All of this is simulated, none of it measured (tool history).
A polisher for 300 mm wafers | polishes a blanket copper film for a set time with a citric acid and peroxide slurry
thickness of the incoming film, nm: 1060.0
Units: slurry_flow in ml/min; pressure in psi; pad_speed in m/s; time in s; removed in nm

run,hour,slurry_flow,pressure,pad_speed,slurry_solids,time,removed
1,0,200,3.7,1.24,1,47,160.73
2,1.1,200,3.7,1.36,1,47,174.54
3,6,200,3.7,1.36,1,47,175.26
4,6.7,200,3.9,1.36,1,47,185.56
5,12.6,200,4.1,1.36,1,47,192.24
6,20.2,200,4.3,1.36,1,47,196.46

The next listed run, before its measurement:
7,27.2,200,4.5,1.36,1,47,?

{"run 7": {"removed": 210.51}}

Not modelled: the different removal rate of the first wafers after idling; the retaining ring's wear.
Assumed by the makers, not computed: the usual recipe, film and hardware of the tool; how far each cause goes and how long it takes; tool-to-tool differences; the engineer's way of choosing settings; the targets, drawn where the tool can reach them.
